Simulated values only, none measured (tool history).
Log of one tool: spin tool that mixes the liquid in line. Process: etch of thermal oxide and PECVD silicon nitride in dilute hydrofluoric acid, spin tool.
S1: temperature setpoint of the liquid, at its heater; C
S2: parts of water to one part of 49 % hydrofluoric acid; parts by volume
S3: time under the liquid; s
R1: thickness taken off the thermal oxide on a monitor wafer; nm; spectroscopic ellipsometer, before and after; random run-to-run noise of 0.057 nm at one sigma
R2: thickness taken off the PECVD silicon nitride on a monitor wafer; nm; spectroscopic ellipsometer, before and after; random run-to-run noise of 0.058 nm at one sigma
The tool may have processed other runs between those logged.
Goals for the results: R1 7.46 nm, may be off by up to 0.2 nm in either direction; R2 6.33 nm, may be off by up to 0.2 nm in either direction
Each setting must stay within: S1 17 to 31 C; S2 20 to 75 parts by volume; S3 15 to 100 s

Run 1, hour 0: S1 23 C, S2 45 parts by volume, S3 50 s. Result: R1 4.8442 nm, R2 4.645 nm.
Run 2, hour 2.7: S1 23 C, S2 45 parts by volume, S3 35 s. Result: R1 3.4222 nm, R2 3.2505 nm.
Run 3, hour 3.9: S1 22.5 C, S2 40 parts by volume, S3 35 s. Result: R1 3.7707 nm, R2 3.5051 nm.
Run 4, hour 11.2: S1 22.5 C, S2 35 parts by volume, S3 35 s. Result: R1 4.3092 nm, R2 4.0283 nm.
Run 5, hour 13.6: S1 24.5 C, S2 35 parts by volume, S3 35 s. Result: R1 4.7225 nm, R2 4.6341 nm.
Run 6, hour 18.8: S1 24 C, S2 30 parts by volume, S3 35 s. Result: R1 5.3803 nm, R2 5.2458 nm.
Run 7, hour 22.9: S1 23.5 C, S2 30 parts by volume, S3 35 s. Result: R1 5.2909 nm, R2 5.0088 nm.
Run 8, hour 27.8: S1 23 C, S2 30 parts by volume, S3 35 s. Result: R1 5.1306 nm, R2 4.911 nm.
At hour 35.2: hydrofluoric acid flow meter replaced.
Run 9, hour 35.2: S1 23 C, S2 30 parts by volume, S3 35 s. Result: R1 5.5809 nm, R2 5.1279 nm.
Run 10, hour 40.3: S1 22 C, S2 25 parts by volume, S3 35 s. Result: R1 6.4193 nm, R2 5.7306 nm.
Run 11, hour 42.5: S1 21.5 C, S2 20 parts by volume, S3 35 s. Result: R1 7.7229 nm, R2 6.8029 nm.
Run 12, hour 51.1: S1 21 C, S2 20 parts by volume, S3 35 s. Result: R1 7.6772 nm, R2 6.5039 nm.

Which single option among these 5 for the next run brings every result within its allowed miss of target? Just one does.
Run A, hour 59.7: S1 22.5 C, S2 20 parts by volume, S3 30 s. Result: R1 ?, R2 ?.
Run B, hour 59.7: S1 20.5 C, S2 20 parts by volume, S3 35 s. Result: R1 ?, R2 ?.
Run C, hour 59.7: S1 26.5 C, S2 20 parts by volume, S3 25 s. Result: R1 ?, R2 ?.
Run D, hour 59.7: S1 24.5 C, S2 25 parts by volume, S3 35 s. Result: R1 ?, R2 ?.
Run E, hour 59.7: S1 24 C, S2 20 parts by volume, S3 30 s. Result: R1 ?, R2 ?.

move      R1      R2
   A  6.9943  6.2474
   B  7.4877    6.34
   C  6.8972  6.8413
   D  7.0566  6.7556
   E  7.4543  6.9274
A: takes the biggest miss from the last run beyond its target
B: all results land within tolerance of their targets
C: takes the biggest miss from the last run beyond its target
D: takes the biggest miss from the last run beyond its target
E: puts the biggest miss on target and leaves a different result outside tolerance
Answer: B

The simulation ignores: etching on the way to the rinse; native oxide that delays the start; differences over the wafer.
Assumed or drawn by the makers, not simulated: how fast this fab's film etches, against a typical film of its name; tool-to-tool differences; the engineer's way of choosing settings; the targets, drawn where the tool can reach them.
